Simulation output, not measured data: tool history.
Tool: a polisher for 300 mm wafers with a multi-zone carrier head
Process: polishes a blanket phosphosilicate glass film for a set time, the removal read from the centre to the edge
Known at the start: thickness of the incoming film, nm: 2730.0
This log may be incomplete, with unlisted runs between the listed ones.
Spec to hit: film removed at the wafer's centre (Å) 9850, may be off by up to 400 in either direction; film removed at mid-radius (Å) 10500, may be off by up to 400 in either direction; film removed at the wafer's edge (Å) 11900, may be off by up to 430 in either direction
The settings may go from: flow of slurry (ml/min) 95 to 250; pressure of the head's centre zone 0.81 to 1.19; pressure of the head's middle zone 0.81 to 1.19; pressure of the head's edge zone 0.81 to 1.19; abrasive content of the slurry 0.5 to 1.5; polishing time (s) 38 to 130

run	hour	flow of slurry (ml/min)	pressure of the head's centre zone	pressure of the head's middle zone	pressure of the head's edge zone	abrasive content of the slurry	polishing time (s)	film removed at the wafer's centre (Å)	film removed at mid-radius (Å)	film removed at the wafer's edge (Å)
1	0	160	1	1	1	1	84	7813.2	7671.7	7771
2	2.5	160	1	1	1	1.1	84	8319.8	8022.3	8190.1
3	11.4	160	0.98	1	1.02	1.15	85	8488.9	8316.4	8381.3
4	20.2	160	1.05	1	1.02	1.15	85	9165.6	8418.8	8704
5	20.7	160	1.05	1	1.02	1.15	72	7579.9	6959.3	7120.2
6	27.7	160	1.05	1	1.02	1.15	57	5917.5	5621.7	5719.1
7	31.9	170	0.95	0.99	1.12	1.4	80	8455.1	8666.2	9252.8
8	35.1	170	0.94	0.99	1.13	1.4	82	8725.8	8918.4	9547.7
9	37.9	170	0.93	0.98	1.14	1.4	84	8545.5	8989.1	9935

Which one of the following 5 next-run settings gets every result inside its allowed miss? There is exactly one.
A	40.7	150	0.89	0.96	1.18	1.35	104	?	?	?
B	40.7	210	0.99	0.94	0.89	1.4	78	?	?	?
C	40.7	190	1.08	0.98	1.01	1.5	71	?	?	?
D	40.7	170	0.82	1	1.19	1.35	107	?	?	?
E	40.7	180	1.18	0.96	1.08	1.5	64	?	?	?

move	film removed at the wafer's centre (Å)	film removed at mid-radius (Å)	film removed at the wafer's edge (Å)
A	9936.9	10375	12113
B	8986.8	8240.3	8506.4
C	9026.5	7822.2	8293.7
D	9672.9	11267	12725
E	8806.7	6880.7	7652.3
A: every result lands within tolerance
B: lands further from the targets than the last run did
C: lands further from the targets than the last run did
D: takes the result that was furthest off past its target
E: lands further from the targets than the last run did
A meets every target.

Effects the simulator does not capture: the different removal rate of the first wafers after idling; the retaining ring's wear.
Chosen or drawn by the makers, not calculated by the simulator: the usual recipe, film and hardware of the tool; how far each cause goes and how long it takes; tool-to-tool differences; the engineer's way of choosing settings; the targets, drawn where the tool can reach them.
